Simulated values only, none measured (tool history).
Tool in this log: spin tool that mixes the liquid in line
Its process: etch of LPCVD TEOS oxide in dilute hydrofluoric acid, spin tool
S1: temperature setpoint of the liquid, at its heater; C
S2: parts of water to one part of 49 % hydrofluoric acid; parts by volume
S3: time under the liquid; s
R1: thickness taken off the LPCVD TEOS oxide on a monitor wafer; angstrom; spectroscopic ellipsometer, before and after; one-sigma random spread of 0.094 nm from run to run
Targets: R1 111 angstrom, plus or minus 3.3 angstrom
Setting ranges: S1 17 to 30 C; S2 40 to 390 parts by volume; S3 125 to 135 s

{"run": 1, "hour": 0.0, "S1": 22, "S2": 215, "S3": 125, "R1": 82.523}
{"run": 2, "hour": 6.2, "S1": 23.5, "S2": 215, "S3": 125, "R1": 85.431}
{"run": 3, "hour": 8.1, "S1": 24.5, "S2": 210, "S3": 125, "R1": 93.078}
{"run": 4, "hour": 11.4, "S1": 24.5, "S2": 275, "S3": 125, "R1": 65.718}
{"run": 5, "hour": 18.6, "S1": 25.5, "S2": 265, "S3": 125, "R1": 71.906}
{"run": 6, "hour": 24.1, "S1": 24, "S2": 265, "S3": 125, "R1": 67.825}
{"run": 7, "hour": 25.2, "S1": 25, "S2": 255, "S3": 125, "R1": 73.301}
{"run": 8, "hour": 31.3, "S1": 25.5, "S2": 245, "S3": 125, "R1": 79.101}
{"run": 9, "hour": 37.3, "S1": 25.5, "S2": 245, "S3": 125, "R1": 78.37}

Below are 5 possible settings for the next run. Only one of them brings all results inside the allowed miss of their targets. Which is it?
{"run": "A", "hour": 43.3, "S1": 25, "S2": 190, "S3": 130, "R1": "?"}
{"run": "B", "hour": 43.3, "S1": 19.5, "S2": 165, "S3": 125, "R1": "?"}
{"run": "C", "hour": 43.3, "S1": 24.5, "S2": 275, "S3": 125, "R1": "?"}
{"run": "D", "hour": 43.3, "S1": 25.5, "S2": 335, "S3": 125, "R1": "?"}
{"run": "E", "hour": 43.3, "S1": 24, "S2": 270, "S3": 125, "R1": "?"}

move=A R1=111.1
move=B R1=102.37
move=C R1=66.263
move=D R1=53.044
move=E R1=66.646
A: in spec on every target
B: moves toward the targets from the last run without getting all of them in spec
C: further off than the last run
D: further off than the last run
E: further off than the last run
Go with A: it meets all targets.
